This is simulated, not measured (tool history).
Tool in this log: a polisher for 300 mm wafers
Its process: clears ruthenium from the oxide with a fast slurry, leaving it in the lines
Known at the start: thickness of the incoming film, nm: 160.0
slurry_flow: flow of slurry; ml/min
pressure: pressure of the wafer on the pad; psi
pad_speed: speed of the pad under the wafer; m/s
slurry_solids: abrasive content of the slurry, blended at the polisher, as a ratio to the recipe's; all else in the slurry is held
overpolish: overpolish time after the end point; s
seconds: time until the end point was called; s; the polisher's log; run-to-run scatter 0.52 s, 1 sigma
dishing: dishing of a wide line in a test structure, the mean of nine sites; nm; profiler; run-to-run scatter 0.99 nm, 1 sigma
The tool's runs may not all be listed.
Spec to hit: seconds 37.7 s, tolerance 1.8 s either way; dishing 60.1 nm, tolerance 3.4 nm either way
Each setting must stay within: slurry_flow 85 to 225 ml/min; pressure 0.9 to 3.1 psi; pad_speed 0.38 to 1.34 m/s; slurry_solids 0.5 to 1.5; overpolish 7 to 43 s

run,hour,slurry_flow,pressure,pad_speed,slurry_solids,overpolish,seconds,dishing
1,0,145,2,0.86,1,22,67.361,34.019
2,4.7,145,2,0.86,1.2,22,63.155,36.274
3,7.4,145,2.2,0.86,1.2,23,59.051,39.659
4,13.2,145,2.2,0.86,1.2,26,57.94,44.128
5,20.3,145,2.4,0.86,1.2,26,54.836,44.979
6,29,145,2.4,0.86,1,26,61.043,43.366
7,31.7,145,2.5,0.9,1,26,55.139,45.5
8,40.2,145,2.6,0.92,1,26,53.021,46.862
9,45.1,145,2.7,0.94,1,26,50.72,49.017
10,47.8,145,2.8,0.96,1,26,48.199,48.618
11,56.3,155,3.1,1.06,1,29,39.176,56.289

Below are 4 possible settings for the next run. Only one of them brings all results inside the allowed miss of their targets. Which is it?
A,64.8,145,3.1,1.02,0.9,35,?,?
B,64.8,160,2.8,1.14,1,26,?,?
C,64.8,150,3.1,1.14,1,31,?,?
D,64.8,155,2.8,0.96,1.25,25,?,?

move,seconds,dishing
A,44.569,58.569
B,40.54,53.617
C,37.612,59.671
D,42.281,51.515
A: the worst result of the last run now meets its target, but another is out of spec
B: its largest miss is bigger than the last run's
C: all results in spec
D: its largest miss is bigger than the last run's
C is the move that brings every result within its allowed miss.

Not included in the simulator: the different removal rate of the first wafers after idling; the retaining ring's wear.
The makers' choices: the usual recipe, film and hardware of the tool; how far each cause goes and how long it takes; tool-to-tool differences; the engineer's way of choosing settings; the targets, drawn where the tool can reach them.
